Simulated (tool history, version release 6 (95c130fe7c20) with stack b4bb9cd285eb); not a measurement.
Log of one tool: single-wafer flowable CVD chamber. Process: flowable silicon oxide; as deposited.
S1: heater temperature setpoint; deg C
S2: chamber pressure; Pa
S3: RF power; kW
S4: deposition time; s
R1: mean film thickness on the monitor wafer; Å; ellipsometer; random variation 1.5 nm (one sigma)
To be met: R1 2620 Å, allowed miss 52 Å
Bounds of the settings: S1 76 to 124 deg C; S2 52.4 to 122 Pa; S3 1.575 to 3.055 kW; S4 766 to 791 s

run 1 hour=0 | S1=100 S2=87.2 S3=2.315 S4=766 | R1=4135.5
run 2 hour=8.8 | S1=102 S2=87.2 S3=2.315 S4=766 | R1=3946.2
run 3 hour=12.8 | S1=102 S2=87.2 S3=2.16 S4=766 | R1=3882.2
run 4 hour=15 | S1=104 S2=87.2 S3=2.16 S4=766 | R1=3623.5
run 5 hour=21.8 | S1=104 S2=87.2 S3=2.31 S4=766 | R1=3684
run 6 hour=23.8 | S1=106 S2=87.2 S3=2.31 S4=766 | R1=3507.4
run 7 hour=32.1 | S1=108 S2=87.2 S3=2.31 S4=766 | R1=3267.5
-- hour=33.5 thermocouple changed; heater temperature recalibrated
run 8 hour=33.5 | S1=109 S2=87.2 S3=2.31 S4=766 | R1=2874.1

5 next moves are on the table. One of them brings every result within its allowed miss. Which?
run A hour=34.9 | S1=111 S2=78 S3=2.56 S4=776 | R1=?
run B hour=34.9 | S1=112 S2=82.7 S3=2.44 S4=766 | R1=?
run C hour=34.9 | S1=112 S2=83.1 S3=2.445 S4=791 | R1=?
run D hour=34.9 | S1=107 S2=90.4 S3=2.15 S4=791 | R1=?
run E hour=34.9 | S1=110 S2=86.1 S3=2.25 S4=767 | R1=?

move=A R1=2502.1
move=B R1=2517.4
move=C R1=2612.5
move=D R1=3204
move=E R1=2738.5
A: takes the result that was furthest off past its target
B: takes the result that was furthest off past its target
C: meets every target
D: further off than the last run
E: nearer than the last run, and not there yet
Move C is the one to make.
